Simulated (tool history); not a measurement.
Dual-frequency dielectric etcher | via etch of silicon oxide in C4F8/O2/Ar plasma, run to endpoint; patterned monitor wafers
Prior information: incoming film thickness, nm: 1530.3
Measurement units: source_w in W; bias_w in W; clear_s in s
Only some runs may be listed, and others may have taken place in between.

run	hour	source_w	bias_w	clear_s
1	0	2140	2550	262.15
2	1.8	2200	2581	257.95
3	3.6	2260	2607	256.08
4	9	2320	2643	249.05
5	14.5	2320	2443	256.37
6	23.6	2150	2443	265.54

Predict the results of run 7:
7	27.7	2220	2471	?

clear_s: 261.61 s
